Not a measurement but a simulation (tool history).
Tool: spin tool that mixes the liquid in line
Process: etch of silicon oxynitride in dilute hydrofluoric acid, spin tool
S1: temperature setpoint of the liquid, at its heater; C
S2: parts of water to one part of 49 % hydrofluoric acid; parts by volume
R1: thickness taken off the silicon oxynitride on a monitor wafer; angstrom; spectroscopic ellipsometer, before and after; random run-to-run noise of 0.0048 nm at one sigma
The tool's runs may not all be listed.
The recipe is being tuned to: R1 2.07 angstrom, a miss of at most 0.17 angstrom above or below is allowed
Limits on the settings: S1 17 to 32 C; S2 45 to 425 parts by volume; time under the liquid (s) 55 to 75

{"run": 1, "hour": 0.0, "S1": 24, "S2": 235, "time under the liquid (s)": 75, "R1": 4.4078}
{"run": 2, "hour": 8.6, "S1": 23, "S2": 270, "time under the liquid (s)": 75, "R1": 3.605}
{"run": 3, "hour": 10.5, "S1": 23, "S2": 235, "time under the liquid (s)": 75, "R1": 4.2264}
{"run": 4, "hour": 19.5, "S1": 22, "S2": 270, "time under the liquid (s)": 70, "R1": 3.1488}
{"run": 5, "hour": 23.2, "S1": 21, "S2": 280, "time under the liquid (s)": 70, "R1": 2.9228}
{"run": 6, "hour": 27.9, "S1": 21, "S2": 280, "time under the liquid (s)": 75, "R1": 3.0911}
{"run": 7, "hour": 34.4, "S1": 20.5, "S2": 300, "time under the liquid (s)": 75, "R1": 2.8144}
{"run": 8, "hour": 35.1, "S1": 20, "S2": 315, "time under the liquid (s)": 75, "R1": 2.5958}

Which single option among these 4 for the next run brings every result within its allowed miss of target? Just one does.
{"run": "A", "hour": 35.8, "S1": 19, "S2": 340, "time under the liquid (s)": 55, "R1": "?"}
{"run": "B", "hour": 35.8, "S1": 19.5, "S2": 215, "time under the liquid (s)": 75, "R1": "?"}
{"run": "C", "hour": 35.8, "S1": 20, "S2": 285, "time under the liquid (s)": 55, "R1": "?"}
{"run": "D", "hour": 35.8, "S1": 20, "S2": 340, "time under the liquid (s)": 55, "R1": "?"}

move=A R1=1.6367
move=B R1=3.8902
move=C R1=2.108
move=D R1=1.7101
A: moves the result that the last run missed by most past its target, out the other side
B: its largest miss is bigger than the last run's
C: every result within its allowed miss
D: moves the result that the last run missed by most past its target, out the other side
Answer: C
